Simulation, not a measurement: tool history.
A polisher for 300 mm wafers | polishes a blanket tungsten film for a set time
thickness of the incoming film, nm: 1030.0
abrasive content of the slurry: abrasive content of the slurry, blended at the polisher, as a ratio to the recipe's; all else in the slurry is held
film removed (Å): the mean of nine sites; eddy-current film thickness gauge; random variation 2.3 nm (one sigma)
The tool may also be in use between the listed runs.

run,day,flow of slurry (ml/min),pressure of the wafer on the pad (kPa),speed of the pad under the wafer (cm/s),abrasive content of the slurry,polishing time (s),film removed (Å)
1,0.000,190,26.2,140,1.0,72,4066.6
2,0.175,190,26.2,120,1.0,72,3635.2
3,0.329,190,26.2,120,1.2,72,3796.5
4,0.529,235,26.2,120,1.2,72,3834.5
5,0.692,235,22.8,120,1.2,72,3378.3
6,0.796,235,20.7,112,1.2,72,2909.9
7,0.983,235,18.6,106,1.2,72,2519.8
8,1.204,235,17.2,104,1.2,72,2282.0
9,1.492,235,15.9,104,1.2,72,2138.0
10,1.604,235,15.2,104,1.2,72,2067.3
11,1.700,235,15.2,104,1.2,72,2079.4
12,2.058,235,14.5,104,1.2,72,1972.6

Run 13 comes next. What will it give?
13,2.325,230,11.7,100,1.2,72,?

film removed (Å): 1617.4
